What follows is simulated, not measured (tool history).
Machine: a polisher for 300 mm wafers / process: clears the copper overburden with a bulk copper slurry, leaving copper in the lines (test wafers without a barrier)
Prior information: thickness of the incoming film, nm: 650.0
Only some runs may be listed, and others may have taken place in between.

run    day  flow of slurry (ml/min)  pressure of the wafer on the pad (psi)  speed of the pad under the wafer (cm/s)  abrasive content of the slurry  overpolish time after the end point (s)  time until the end point was called (s)  dishing of a wide line in a test structure (Å)
  1  0.000                      230                                     2.7                                       84                            1.00                                       14                                   83.409                                          664.24
  2  0.283                      230                                     2.5                                       84                            1.00                                       13                                   90.934                                          597.72
  3  0.529                      230                                     2.5                                       74                            1.00                                       13                                  104.070                                          531.84
  4  0.783                      250                                     2.4                                       72                            1.05                                       12                                  106.330                                          478.29
  5  0.917                      290                                     2.4                                       72                            1.05                                       12                                  104.400                                          485.44
  6  0.971                      300                                     2.2                                       72                            1.10                                       11                                  113.490                                          426.17
  7  1.308                      310                                     2.1                                       72                            1.15                                       10                                  119.690                                          386.32
  8  1.429                      315                                     2.0                                       72                            1.20                                        9                                  121.090                                          331.59
  9  1.629                      290                                     1.9                                       74                            1.25                                        8                                  122.220                                          296.35
 10  1.675                      270                                     1.8                                       76                            1.30                                        7                                  123.150                                          262.39
 11  1.712                      270                                     1.8                                       76                            1.30                                        7                                  127.850                                          260.65
 12  1.733                      250                                     1.7                                       78                            1.35                                        7                                  131.000                                          253.50
 13  1.858                      235                                     1.6                                       80                            1.35                                        7                                  132.710                                          241.70

Forecast run 14:
 14  1.975                      235                                     1.6                                       80                            1.35                                        7                                        ?                                               ?

time until the end point was called (s): 129.690
dishing of a wide line in a test structure (Å): 252.20
